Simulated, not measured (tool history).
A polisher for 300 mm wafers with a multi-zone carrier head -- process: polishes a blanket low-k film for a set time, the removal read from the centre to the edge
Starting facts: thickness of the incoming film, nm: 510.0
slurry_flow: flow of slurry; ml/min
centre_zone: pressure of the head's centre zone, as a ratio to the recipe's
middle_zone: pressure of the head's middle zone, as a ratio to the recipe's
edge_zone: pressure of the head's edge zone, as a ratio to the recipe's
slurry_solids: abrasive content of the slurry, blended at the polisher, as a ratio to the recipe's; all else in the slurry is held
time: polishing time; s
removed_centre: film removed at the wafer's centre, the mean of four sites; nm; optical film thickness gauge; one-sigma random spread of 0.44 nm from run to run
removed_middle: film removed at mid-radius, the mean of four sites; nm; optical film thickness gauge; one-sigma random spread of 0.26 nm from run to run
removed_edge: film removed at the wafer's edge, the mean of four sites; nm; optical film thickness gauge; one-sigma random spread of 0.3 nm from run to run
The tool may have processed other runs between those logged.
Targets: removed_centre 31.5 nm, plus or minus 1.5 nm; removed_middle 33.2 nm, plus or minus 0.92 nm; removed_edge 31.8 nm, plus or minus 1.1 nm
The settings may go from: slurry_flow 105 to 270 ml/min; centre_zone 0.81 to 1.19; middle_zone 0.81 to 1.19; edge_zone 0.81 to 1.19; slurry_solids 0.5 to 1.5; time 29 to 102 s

run    day  slurry_flow  centre_zone  middle_zone  edge_zone  slurry_solids  time  removed_centre  removed_middle  removed_edge
  1      0          175            1            1          1              1    65          22.491          22.602        21.209
  2  0.092          200            1            1          1              1    65          22.399          23.317        21.435
  3  0.167          200            1         1.01       1.04           1.15    67          25.005          26.128        24.815
  4  0.229          205         1.02         1.03       1.07           1.25    67          27.104          27.582        26.473
  5  0.579          215         1.02         1.05        1.1            1.3    67          28.205          28.937        27.397
  6  0.792          215          1.1         1.05        1.1            1.3    67          28.926          28.993        27.897
     1.146  -- worn pad replaced by a new one
  7  1.146          220         1.09         1.07       1.13           1.35    67          34.264          34.885        32.347
  8  1.229          205         1.07         1.07       1.14           1.35    67          34.204          34.695        32.581
  9  1.312          205         1.07         1.07       1.14           1.35    67          33.893          34.321        32.912
 10  1.608          210         1.04         1.07       1.14           1.35    67          32.746          34.382        32.243

Consider the 5 candidate settings below. Which is the only one whose results all fall within their allowed miss of target?
  A  1.904          210         1.02         1.09       1.12            1.3    69               ?               ?             ?
  B  1.904          190         1.03         1.05       1.11            1.3    67               ?               ?             ?
  C  1.904          195         1.03         1.17       1.15            1.2    70               ?               ?             ?
  D  1.904          180         1.12         1.11       1.11           1.45    65               ?               ?             ?
  E  1.904          205         1.14         1.15       1.12           1.35    65               ?               ?             ?

move  removed_centre  removed_middle  removed_edge
   A           32.46          35.548        32.888
   B          31.239          32.916        31.439
   C          31.522          36.393        32.175
   D          34.004          34.847        31.804
   E           34.29          35.545        31.427
A: further off than the last run
B: in spec on every target
C: further off than the last run
D: further off than the last run
E: further off than the last run
Go with B: it meets all targets.

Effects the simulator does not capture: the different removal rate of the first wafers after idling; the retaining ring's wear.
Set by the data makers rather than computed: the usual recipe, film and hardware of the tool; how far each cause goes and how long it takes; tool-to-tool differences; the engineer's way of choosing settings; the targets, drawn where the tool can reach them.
